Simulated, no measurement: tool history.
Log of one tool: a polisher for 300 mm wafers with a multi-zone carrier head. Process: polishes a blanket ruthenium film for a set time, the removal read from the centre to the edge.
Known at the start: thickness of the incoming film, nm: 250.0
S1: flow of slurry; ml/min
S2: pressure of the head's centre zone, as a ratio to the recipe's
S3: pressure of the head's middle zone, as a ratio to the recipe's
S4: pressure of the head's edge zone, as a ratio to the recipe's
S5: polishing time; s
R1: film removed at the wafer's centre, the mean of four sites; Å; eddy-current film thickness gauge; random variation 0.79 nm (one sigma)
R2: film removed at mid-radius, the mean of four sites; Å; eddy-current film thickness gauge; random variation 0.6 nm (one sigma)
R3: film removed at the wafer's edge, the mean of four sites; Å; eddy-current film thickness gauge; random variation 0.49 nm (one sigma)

| run | hour | S1 | S2 | S3 | S4 | S5 | R1 | R2 | R3 |
|---|---|---|---|---|---|---|---|---|---|
| 1 | 0.0 | 155 | 1.00 | 1.00 | 1.00 | 83 | 532.57 | 527.95 | 527.08 |
| 2 | 0.9 | 135 | 1.00 | 1.00 | 1.00 | 83 | 500.25 | 497.37 | 520.55 |
| 3 | 7.9 | 145 | 1.02 | 0.99 | 1.03 | 86 | 540.10 | 533.52 | 548.79 |
| 4 | 9.2 | 145 | 1.02 | 0.99 | 1.03 | 67 | 413.61 | 414.97 | 427.58 |
| 5 | 15.9 | 150 | 1.04 | 0.97 | 1.05 | 74 | 480.40 | 460.96 | 486.16 |
| 6 | 24.9 | 150 | 1.04 | 0.97 | 1.05 | 87 | 575.67 | 522.75 | 567.99 |

Run 7 comes next. What will it give?
| 7 | 32.2 | 195 | 1.13 | 1.04 | 1.15 | 97 | ? | ? | ? |

R1: 736.98 Å
R2: 670.88 Å
R3: 677.31 Å
